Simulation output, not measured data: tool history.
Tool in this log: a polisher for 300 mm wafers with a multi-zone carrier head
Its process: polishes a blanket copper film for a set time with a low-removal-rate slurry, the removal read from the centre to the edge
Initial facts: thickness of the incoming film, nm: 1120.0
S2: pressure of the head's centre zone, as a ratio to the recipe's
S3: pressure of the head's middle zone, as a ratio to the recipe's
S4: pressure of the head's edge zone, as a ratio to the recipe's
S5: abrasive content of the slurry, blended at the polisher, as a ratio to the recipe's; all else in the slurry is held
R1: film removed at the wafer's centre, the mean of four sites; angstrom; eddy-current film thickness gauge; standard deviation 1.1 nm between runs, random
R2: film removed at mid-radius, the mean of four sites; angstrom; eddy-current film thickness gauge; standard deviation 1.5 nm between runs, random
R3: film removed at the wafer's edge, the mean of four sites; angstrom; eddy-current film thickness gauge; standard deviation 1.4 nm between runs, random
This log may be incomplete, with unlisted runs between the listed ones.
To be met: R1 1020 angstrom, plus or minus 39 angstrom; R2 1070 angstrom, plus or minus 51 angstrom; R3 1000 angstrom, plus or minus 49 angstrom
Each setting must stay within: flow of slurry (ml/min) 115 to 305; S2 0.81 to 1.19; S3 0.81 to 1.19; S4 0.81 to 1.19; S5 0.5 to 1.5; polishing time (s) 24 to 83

Run 1, hour 0: flow of slurry (ml/min) 195, S2 1, S3 1, S4 1, S5 1, polishing time (s) 53. Result: R1 2131.6 angstrom, R2 2124.6 angstrom, R3 2124.8 angstrom.
Run 2, hour 0.5: flow of slurry (ml/min) 195, S2 1, S3 1, S4 1.03, S5 1, polishing time (s) 53. Result: R1 2127.3 angstrom, R2 2170.5 angstrom, R3 2147.2 angstrom.
Run 3, hour 9.2: flow of slurry (ml/min) 195, S2 1, S3 1.07, S4 1.03, S5 1, polishing time (s) 53. Result: R1 2109.8 angstrom, R2 2211.3 angstrom, R3 2201.6 angstrom.
Run 4, hour 10.6: flow of slurry (ml/min) 195, S2 1, S3 1.07, S4 1.03, S5 1, polishing time (s) 48. Result: R1 1962.9 angstrom, R2 1986.5 angstrom, R3 1998.1 angstrom.
Run 5, hour 15.6: flow of slurry (ml/min) 195, S2 1.07, S3 1.07, S4 1.03, S5 1, polishing time (s) 48. Result: R1 2063.4 angstrom, R2 2037.5 angstrom, R3 1943.6 angstrom.
Run 6, hour 19.6: flow of slurry (ml/min) 195, S2 1.07, S3 1.07, S4 0.99, S5 1, polishing time (s) 48. Result: R1 2087.1 angstrom, R2 1999.6 angstrom, R3 1906.3 angstrom.
Run 7, hour 26.3: flow of slurry (ml/min) 180, S2 1.04, S3 1.1, S4 0.96, S5 0.9, polishing time (s) 43. Result: R1 1735.4 angstrom, R2 1757.9 angstrom, R3 1608.9 angstrom.
Run 8, hour 33.8: flow of slurry (ml/min) 175, S2 1.01, S3 1.07, S4 0.95, S5 0.8, polishing time (s) 40. Result: R1 1506.3 angstrom, R2 1560.5 angstrom, R3 1469.3 angstrom.
Run 9, hour 37.8: flow of slurry (ml/min) 170, S2 1, S3 1.06, S4 0.93, S5 0.75, polishing time (s) 38. Result: R1 1358.8 angstrom, R2 1435.5 angstrom, R3 1300.4 angstrom.
Run 10, hour 41.6: flow of slurry (ml/min) 165, S2 0.99, S3 1.02, S4 0.92, S5 0.7, polishing time (s) 38. Result: R1 1345.1 angstrom, R2 1406.8 angstrom, R3 1333.6 angstrom.
Run 11, hour 49: flow of slurry (ml/min) 160, S2 1, S3 1.03, S4 0.91, S5 0.6, polishing time (s) 24. Result: R1 812.94 angstrom, R2 834.56 angstrom, R3 785 angstrom.
Run 12, hour 53.8: flow of slurry (ml/min) 165, S2 1, S3 1.04, S4 0.91, S5 0.7, polishing time (s) 24. Result: R1 863.85 angstrom, R2 862 angstrom, R3 809.23 angstrom.

Exactly one of the 5 candidate moves below puts every result within its allowed miss. Which one?
Run A, hour 58.6: flow of slurry (ml/min) 160, S2 0.91, S3 1.19, S4 0.85, S5 0.5, polishing time (s) 33. Result: R1 ?, R2 ?, R3 ?.
Run B, hour 58.6: flow of slurry (ml/min) 195, S2 1, S3 1.11, S4 0.98, S5 0.7, polishing time (s) 28. Result: R1 ?, R2 ?, R3 ?.
Run C, hour 58.6: flow of slurry (ml/min) 240, S2 0.95, S3 0.89, S4 1.02, S5 0.6, polishing time (s) 27. Result: R1 ?, R2 ?, R3 ?.
Run D, hour 58.6: flow of slurry (ml/min) 130, S2 0.89, S3 1.19, S4 0.9, S5 0.5, polishing time (s) 36. Result: R1 ?, R2 ?, R3 ?.
Run E, hour 58.6: flow of slurry (ml/min) 205, S2 1.03, S3 1.09, S4 0.82, S5 0.7, polishing time (s) 27. Result: R1 ?, R2 ?, R3 ?.

move      R1      R2      R3
   A  964.47  1159.5  969.73
   B  1023.1  1069.7  990.25
   C  919.11  893.57  949.56
   D  994.67  1227.7  1062.4
   E  1023.1  1026.8  884.09
A: takes the biggest miss from the last run beyond its target
B: all results in spec
C: closer than the last run, but not yet in spec
D: takes the biggest miss from the last run beyond its target
E: corrects the largest miss of the last run, while another result sits out of spec
Answer: B
